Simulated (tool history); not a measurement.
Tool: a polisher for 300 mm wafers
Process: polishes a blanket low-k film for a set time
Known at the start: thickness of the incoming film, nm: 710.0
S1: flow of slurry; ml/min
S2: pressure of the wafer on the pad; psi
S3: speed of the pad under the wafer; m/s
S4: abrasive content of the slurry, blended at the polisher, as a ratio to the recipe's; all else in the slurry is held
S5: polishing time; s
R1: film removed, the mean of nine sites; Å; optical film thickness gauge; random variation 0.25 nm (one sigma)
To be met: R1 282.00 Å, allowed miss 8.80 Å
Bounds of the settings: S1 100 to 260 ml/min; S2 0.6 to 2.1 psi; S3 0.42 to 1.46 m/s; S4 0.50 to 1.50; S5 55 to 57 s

Run 1, hour 0.0: S1 165 ml/min, S2 1.3 psi, S3 0.94 m/s, S4 1.00, S5 55 s. Result: R1 159.02 Å.
Run 2, hour 6.9: S1 170 ml/min, S2 1.4 psi, S3 0.94 m/s, S4 1.00, S5 55 s. Result: R1 172.76 Å.
Run 3, hour 8.6: S1 170 ml/min, S2 1.4 psi, S3 0.82 m/s, S4 1.00, S5 55 s. Result: R1 155.47 Å.
Run 4, hour 9.1: S1 170 ml/min, S2 1.4 psi, S3 0.82 m/s, S4 1.15, S5 55 s. Result: R1 168.40 Å.
Run 5, hour 10.8: S1 170 ml/min, S2 1.4 psi, S3 0.82 m/s, S4 1.15, S5 55 s. Result: R1 166.74 Å.
Run 6, hour 19.2: S1 170 ml/min, S2 1.4 psi, S3 0.98 m/s, S4 1.15, S5 55 s. Result: R1 193.16 Å.
Run 7, hour 20.7: S1 175 ml/min, S2 1.5 psi, S3 0.98 m/s, S4 1.15, S5 55 s. Result: R1 207.64 Å.
Run 8, hour 26.2: S1 175 ml/min, S2 1.6 psi, S3 0.98 m/s, S4 1.15, S5 55 s. Result: R1 221.03 Å.
Run 9, hour 27.3: S1 175 ml/min, S2 1.6 psi, S3 0.98 m/s, S4 1.15, S5 55 s. Result: R1 216.70 Å.
Run 10, hour 35.2: S1 180 ml/min, S2 1.7 psi, S3 0.98 m/s, S4 1.15, S5 55 s. Result: R1 233.67 Å.
Run 11, hour 36.5: S1 185 ml/min, S2 1.9 psi, S3 0.98 m/s, S4 1.15, S5 55 s. Result: R1 264.44 Å.
Run 12, hour 45.4: S1 185 ml/min, S2 1.9 psi, S3 0.98 m/s, S4 1.15, S5 55 s. Result: R1 264.90 Å.

5 next moves are on the table. One of them brings every result within its allowed miss. Which?
Run A, hour 54.3: S1 220 ml/min, S2 1.9 psi, S3 1.04 m/s, S4 1.35, S5 55 s. Result: R1 ?.
Run B, hour 54.3: S1 160 ml/min, S2 2.0 psi, S3 0.94 m/s, S4 1.05, S5 56 s. Result: R1 ?.
Run C, hour 54.3: S1 160 ml/min, S2 2.1 psi, S3 0.90 m/s, S4 1.30, S5 56 s. Result: R1 ?.
Run D, hour 54.3: S1 180 ml/min, S2 1.9 psi, S3 0.96 m/s, S4 1.05, S5 55 s. Result: R1 ?.
Run E, hour 54.3: S1 200 ml/min, S2 1.8 psi, S3 0.92 m/s, S4 1.05, S5 56 s. Result: R1 ?.

move      R1
   A  298.73
   B  250.83
   C  280.31
   D  243.05
   E  230.45
A: takes the result that was furthest off past its target
B: further off than the last run
C: meets every target
D: further off than the last run
E: further off than the last run
The right move is C.
